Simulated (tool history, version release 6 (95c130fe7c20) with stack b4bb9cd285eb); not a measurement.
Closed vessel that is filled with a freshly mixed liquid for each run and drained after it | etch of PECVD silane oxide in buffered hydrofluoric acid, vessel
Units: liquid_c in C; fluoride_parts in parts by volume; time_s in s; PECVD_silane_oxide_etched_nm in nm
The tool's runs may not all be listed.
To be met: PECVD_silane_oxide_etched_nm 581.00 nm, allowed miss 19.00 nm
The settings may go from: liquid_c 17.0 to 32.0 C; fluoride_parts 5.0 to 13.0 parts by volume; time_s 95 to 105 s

run,day,liquid_c,fluoride_parts,time_s,PECVD_silane_oxide_etched_nm
1,0.000,25.0,8.0,95,316.52
2,0.242,26.0,7.5,95,348.24
3,0.400,27.0,7.0,95,403.96
4,0.558,27.0,7.0,105,446.81
5,0.862,27.0,7.0,95,402.43
6,0.912,28.0,7.0,95,425.53
7,1.054,28.5,7.0,95,432.90
8,1.154,29.0,7.0,95,446.50
9,1.462,29.5,7.0,95,456.22
10,1.796,30.0,7.0,95,473.41
11,2.000,30.5,7.0,95,486.96
12,2.325,31.5,6.5,95,536.20

5 next moves are on the table. One of them brings every result within its allowed miss. Which?
A,2.650,30.5,6.0,95,?
B,2.650,31.5,6.0,95,?
C,2.650,32.0,5.5,95,?
D,2.650,31.5,5.5,95,?
E,2.650,32.0,7.5,105,?

move,PECVD_silane_oxide_etched_nm
A,553.17
B,582.68
C,643.55
D,627.13
E,537.00
A: nearer than the last run, and not there yet
B: meets every target
C: takes the result that was furthest off past its target
D: takes the result that was furthest off past its target
E: as far off as the last run
Answer: B
